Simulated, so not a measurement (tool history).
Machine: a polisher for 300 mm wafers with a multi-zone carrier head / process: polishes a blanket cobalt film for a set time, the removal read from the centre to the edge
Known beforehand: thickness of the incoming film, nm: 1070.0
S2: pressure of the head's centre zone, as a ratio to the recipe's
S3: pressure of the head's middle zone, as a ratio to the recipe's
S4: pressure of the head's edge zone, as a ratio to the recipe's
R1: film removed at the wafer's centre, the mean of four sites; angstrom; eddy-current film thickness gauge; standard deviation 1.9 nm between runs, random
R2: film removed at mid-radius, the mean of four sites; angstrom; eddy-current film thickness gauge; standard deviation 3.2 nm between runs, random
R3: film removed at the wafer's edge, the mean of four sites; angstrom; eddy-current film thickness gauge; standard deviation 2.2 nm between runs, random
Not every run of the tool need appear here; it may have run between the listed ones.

{"run": 1, "day": 0.0, "flow of slurry (ml/min)": 125, "S2": 1.0, "S3": 1.0, "S4": 1.0, "polishing time (s)": 52, "R1": 3103.4, "R2": 3085.9, "R3": 3071.0}
{"run": 2, "day": 0.025, "flow of slurry (ml/min)": 125, "S2": 1.0, "S3": 1.0, "S4": 0.93, "polishing time (s)": 52, "R1": 3039.6, "R2": 3128.3, "R3": 2964.8}
{"run": 3, "day": 0.175, "flow of slurry (ml/min)": 115, "S2": 0.98, "S3": 1.02, "S4": 0.9, "polishing time (s)": 51, "R1": 2858.0, "R2": 2948.7, "R3": 2812.9}
{"run": 4, "day": 0.467, "flow of slurry (ml/min)": 115, "S2": 0.94, "S3": 1.02, "S4": 0.9, "polishing time (s)": 51, "R1": 2710.8, "R2": 2947.5, "R3": 2853.5}
{"day": 0.721, "done": "slurry nozzle cleaned"}
{"run": 5, "day": 0.721, "flow of slurry (ml/min)": 115, "S2": 0.91, "S3": 1.02, "S4": 0.9, "polishing time (s)": 51, "R1": 2817.9, "R2": 3184.1, "R3": 2931.3}
{"run": 6, "day": 0.888, "flow of slurry (ml/min)": 110, "S2": 0.9, "S3": 1.07, "S4": 0.87, "polishing time (s)": 50, "R1": 2696.7, "R2": 3216.7, "R3": 2799.3}

What will run 7 give?
{"run": 7, "day": 1.154, "flow of slurry (ml/min)": 85, "S2": 0.86, "S3": 1.12, "S4": 0.81, "polishing time (s)": 45, "R1": "?", "R2": "?", "R3": "?"}

Run 7 measured R1 2102.4 angstrom, R2 2775.1 angstrom, R3 2341.5 angstrom.
